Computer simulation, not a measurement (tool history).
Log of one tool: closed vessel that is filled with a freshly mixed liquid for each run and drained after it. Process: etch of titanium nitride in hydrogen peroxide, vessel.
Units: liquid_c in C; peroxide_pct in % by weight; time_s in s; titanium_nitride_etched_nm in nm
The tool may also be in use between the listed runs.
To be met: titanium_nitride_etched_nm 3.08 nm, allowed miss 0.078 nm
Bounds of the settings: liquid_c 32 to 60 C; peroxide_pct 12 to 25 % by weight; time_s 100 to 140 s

| run | hour | liquid_c | peroxide_pct | time_s | titanium_nitride_etched_nm |
|---|---|---|---|---|---|
| 1 | 0 | 44 | 17 | 140 | 4.6151 |
| 2 | 2 | 43.5 | 17 | 140 | 4.4387 |
| 3 | 6.2 | 43.5 | 13.5 | 140 | 4.2844 |
| 4 | 7.6 | 47 | 13.5 | 140 | 5.4562 |
| 5 | 14.7 | 49.5 | 13.5 | 140 | 6.5697 |
| 6 | 21.6 | 54.5 | 13.5 | 140 | 9.4129 |
| 7 | 23.9 | 53 | 13.5 | 140 | 8.4793 |
| 8 | 26.5 | 51.5 | 13.5 | 140 | 7.6755 |
| 9 | 29.7 | 50 | 13.5 | 140 | 6.7698 |
| 10 | 32.7 | 49 | 13.5 | 140 | 6.3589 |
| 11 | 38.2 | 48 | 13.5 | 140 | 5.8637 |

4 next moves are on the table. One of them brings every result within its allowed miss. Which?
| A | 43.7 | 41 | 12.5 | 135 | ? |
| B | 43.7 | 44 | 15.5 | 100 | ? |
| C | 43.7 | 40.5 | 12 | 130 | ? |
| D | 43.7 | 44 | 16 | 100 | ? |

| move | titanium_nitride_etched_nm |
|---|---|
| A | 3.3267 |
| B | 3.2353 |
| C | 3.0571 |
| D | 3.257 |
A: nearer than the last run, and not there yet
B: nearer than the last run, and not there yet
C: meets every target
D: nearer than the last run, and not there yet
Move C is the one to make.

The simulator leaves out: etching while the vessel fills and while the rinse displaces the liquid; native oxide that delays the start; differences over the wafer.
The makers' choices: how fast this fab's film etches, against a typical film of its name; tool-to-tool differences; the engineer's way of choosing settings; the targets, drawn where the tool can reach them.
